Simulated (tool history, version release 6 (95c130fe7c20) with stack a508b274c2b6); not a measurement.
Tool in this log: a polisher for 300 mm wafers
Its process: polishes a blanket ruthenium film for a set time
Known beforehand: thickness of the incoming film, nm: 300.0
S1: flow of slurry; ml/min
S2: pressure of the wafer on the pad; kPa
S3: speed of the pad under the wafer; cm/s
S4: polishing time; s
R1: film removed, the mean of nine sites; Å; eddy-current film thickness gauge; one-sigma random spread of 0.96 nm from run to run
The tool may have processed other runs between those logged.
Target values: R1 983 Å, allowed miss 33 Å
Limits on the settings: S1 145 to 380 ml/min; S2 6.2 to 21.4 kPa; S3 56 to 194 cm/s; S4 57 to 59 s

| run | day | S1 | S2 | S3 | S4 | R1 |
|---|---|---|---|---|---|---|
| 1 | 0 | 245 | 13.8 | 124 | 57 | 687.8 |
| 2 | 0.258 | 245 | 13.8 | 124 | 59 | 699.02 |
| 3 | 0.317 | 290 | 13.8 | 124 | 59 | 723.95 |
| 4 | 0.525 | 290 | 13.8 | 98 | 59 | 585.62 |
| 5 | 0.838 | 315 | 13.8 | 98 | 59 | 590.68 |
| 6 | 1.192 | 315 | 17.2 | 98 | 59 | 718.03 |
| 7 | 1.338 | 315 | 17.9 | 100 | 59 | 760.87 |
| 8 | 1.633 | 315 | 18.6 | 102 | 59 | 802.69 |
| 9 | 1.838 | 315 | 19.3 | 102 | 59 | 845.12 |
| 10 | 1.921 | 315 | 20.7 | 104 | 59 | 908.07 |

Of the 5 settings listed for the next run, only one would bring every result within its allowed miss of target. Which one?
| A | 2.004 | 300 | 21.4 | 86 | 59 | ? |
| B | 2.004 | 300 | 20 | 104 | 59 | ? |
| C | 2.004 | 360 | 18.6 | 130 | 57 | ? |
| D | 2.004 | 295 | 17.2 | 116 | 57 | ? |
| E | 2.004 | 310 | 21.4 | 116 | 59 | ? |

| move | R1 |
|---|---|
| A | 802.94 |
| B | 891.65 |
| C | 1000.6 |
| D | 824.75 |
| E | 1051.1 |
A: the biggest miss grows against the last run
B: the biggest miss grows against the last run
C: all results land within tolerance of their targets
D: the biggest miss grows against the last run
E: pushes the last run's worst result past its target
Go with C: it meets all targets.
